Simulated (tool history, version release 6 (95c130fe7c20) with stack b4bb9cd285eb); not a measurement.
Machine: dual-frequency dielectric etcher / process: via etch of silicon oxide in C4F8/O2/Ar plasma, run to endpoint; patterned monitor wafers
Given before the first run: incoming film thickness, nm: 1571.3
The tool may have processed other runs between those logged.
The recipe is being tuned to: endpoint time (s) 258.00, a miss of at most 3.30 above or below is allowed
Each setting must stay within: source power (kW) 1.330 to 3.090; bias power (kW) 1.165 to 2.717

run	hour	source power (kW)	bias power (kW)	endpoint time (s)
1	0.0	2.210	1.941	297.99
2	4.5	2.360	1.955	290.06
3	7.8	2.720	1.955	269.25
4	13.3	2.760	1.958	266.72
5	14.3	2.790	1.961	265.63
6	19.4	3.090	1.961	253.62
7	21.2	3.070	1.959	253.74
8	29.9	3.070	1.959	255.54
9	37.1	3.060	1.958	255.07

Which one of the following 5 next-run settings gets every result inside its allowed miss? There is exactly one.
A	44.3	3.090	2.069	?
B	44.3	3.030	1.907	?
C	44.3	3.090	1.995	?
D	44.3	3.090	2.194	?
E	44.3	3.090	2.098	?

move	endpoint time (s)
A	249.67
B	256.69
C	251.74
D	246.30
E	248.87
A: lands further from the targets than the last run did
B: each result inside its tolerance
C: lands further from the targets than the last run did
D: lands further from the targets than the last run did
E: lands further from the targets than the last run did
B is the move that brings every result within its allowed miss.

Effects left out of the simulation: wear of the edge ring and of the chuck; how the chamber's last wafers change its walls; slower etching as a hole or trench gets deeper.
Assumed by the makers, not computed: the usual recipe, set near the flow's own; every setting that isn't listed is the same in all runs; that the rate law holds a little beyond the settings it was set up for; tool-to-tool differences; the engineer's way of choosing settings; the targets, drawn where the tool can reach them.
